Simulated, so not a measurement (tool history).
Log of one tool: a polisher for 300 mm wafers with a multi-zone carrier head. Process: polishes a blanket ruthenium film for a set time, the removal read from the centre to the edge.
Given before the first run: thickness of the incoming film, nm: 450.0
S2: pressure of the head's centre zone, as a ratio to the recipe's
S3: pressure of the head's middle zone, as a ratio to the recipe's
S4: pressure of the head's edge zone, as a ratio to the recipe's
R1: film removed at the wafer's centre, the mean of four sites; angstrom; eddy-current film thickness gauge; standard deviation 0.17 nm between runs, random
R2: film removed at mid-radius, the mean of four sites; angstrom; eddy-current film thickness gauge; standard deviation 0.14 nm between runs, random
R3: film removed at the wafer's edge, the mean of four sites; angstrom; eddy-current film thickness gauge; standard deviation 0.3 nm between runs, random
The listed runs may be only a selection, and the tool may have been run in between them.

{"run": 1, "day": 0.0, "flow of slurry (ml/min)": 250, "S2": 1, "S3": 1, "S4": 1, "polishing time (s)": 48, "R1": 350.46, "R2": 349.94, "R3": 350.32}
{"run": 2, "day": 0.192, "flow of slurry (ml/min)": 250, "S2": 1, "S3": 0.92, "S4": 1, "polishing time (s)": 48, "R1": 351.37, "R2": 327.81, "R3": 358.12}
{"run": 3, "day": 0.446, "flow of slurry (ml/min)": 250, "S2": 1, "S3": 0.85, "S4": 1, "polishing time (s)": 48, "R1": 348.95, "R2": 303.23, "R3": 358.79}
{"run": 4, "day": 0.625, "flow of slurry (ml/min)": 250, "S2": 1, "S3": 0.85, "S4": 0.92, "polishing time (s)": 48, "R1": 356.06, "R2": 304.93, "R3": 342.96}
{"run": 5, "day": 0.788, "flow of slurry (ml/min)": 250, "S2": 1, "S3": 0.85, "S4": 0.92, "polishing time (s)": 54, "R1": 394.98, "R2": 340.72, "R3": 388.79}
{"run": 6, "day": 1.071, "flow of slurry (ml/min)": 240, "S2": 0.97, "S3": 0.84, "S4": 0.91, "polishing time (s)": 50, "R1": 351.6, "R2": 315.42, "R3": 355.8}
{"run": 7, "day": 1.25, "flow of slurry (ml/min)": 240, "S2": 0.96, "S3": 0.83, "S4": 0.91, "polishing time (s)": 47, "R1": 330.65, "R2": 290.95, "R3": 334.63}
{"run": 8, "day": 1.371, "flow of slurry (ml/min)": 235, "S2": 0.94, "S3": 0.83, "S4": 0.9, "polishing time (s)": 45, "R1": 306.54, "R2": 279.57, "R3": 318.86}
{"run": 9, "day": 1.412, "flow of slurry (ml/min)": 230, "S2": 0.93, "S3": 0.83, "S4": 0.89, "polishing time (s)": 43, "R1": 290.46, "R2": 265.42, "R3": 295.7}

Forecast run 10:
{"run": 10, "day": 1.538, "flow of slurry (ml/min)": 220, "S2": 0.92, "S3": 0.83, "S4": 0.89, "polishing time (s)": 42, "R1": "?", "R2": "?", "R3": "?"}

{"run 10": {"R1": 278.9, "R2": 258, "R3": 286.57}}

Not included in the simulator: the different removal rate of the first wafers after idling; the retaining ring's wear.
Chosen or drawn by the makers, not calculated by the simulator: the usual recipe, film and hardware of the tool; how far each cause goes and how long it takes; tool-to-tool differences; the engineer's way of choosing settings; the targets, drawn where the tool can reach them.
